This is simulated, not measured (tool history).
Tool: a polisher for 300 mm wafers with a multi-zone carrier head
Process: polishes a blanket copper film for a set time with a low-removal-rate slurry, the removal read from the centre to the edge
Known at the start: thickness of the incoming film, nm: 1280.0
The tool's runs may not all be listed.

run  hour  flow of slurry (ml/min)  pressure of the head's centre zone  pressure of the head's middle zone  pressure of the head's edge zone  abrasive content of the slurry  polishing time (s)  film removed at the wafer's centre (angstrom)  film removed at mid-radius (angstrom)  film removed at the wafer's edge (angstrom)
  1     0                      200                                   1                                   1                                 1                               1                  48                                         1270.3                                 1299.3                                       1296.7
  2   1.3                      200                                0.97                                   1                                 1                               1                  48                                         1234.6                                 1294.8                                       1296.7
  3   2.1                      195                                0.96                                0.98                              1.01                               1                  48                                         1229.2                                 1304.8                                         1303
  4   8.6                      195                                1.01                                0.98                              1.01                               1                  48                                         1270.6                                 1272.2                                       1301.4
     13.8  -- worn pad replaced by a new one
  5  13.8                      190                                   1                                0.96                              1.03                               1                  48                                         1410.9                                 1383.4                                       1450.2
  6  15.5                      190                                   1                                0.96                              1.12                               1                  48                                         1383.3                                 1373.9                                       1515.7
  7  18.8                      190                                0.98                                0.94                              1.11                            0.95                  48                                         1407.3                                 1340.9                                       1497.1
  8  24.4                      135                                0.88                                0.93                              1.19                             0.7                  44                                         932.74                                 1024.1                                       1213.5

Forecast run 9:
  9  32.2                      145                                0.89                                0.93                              1.19                             0.7                  44                                              ?                                      ?                                            ?

film removed at the wafer's centre (angstrom): 1007.4
film removed at mid-radius (angstrom): 1033.5
film removed at the wafer's edge (angstrom): 1226.8

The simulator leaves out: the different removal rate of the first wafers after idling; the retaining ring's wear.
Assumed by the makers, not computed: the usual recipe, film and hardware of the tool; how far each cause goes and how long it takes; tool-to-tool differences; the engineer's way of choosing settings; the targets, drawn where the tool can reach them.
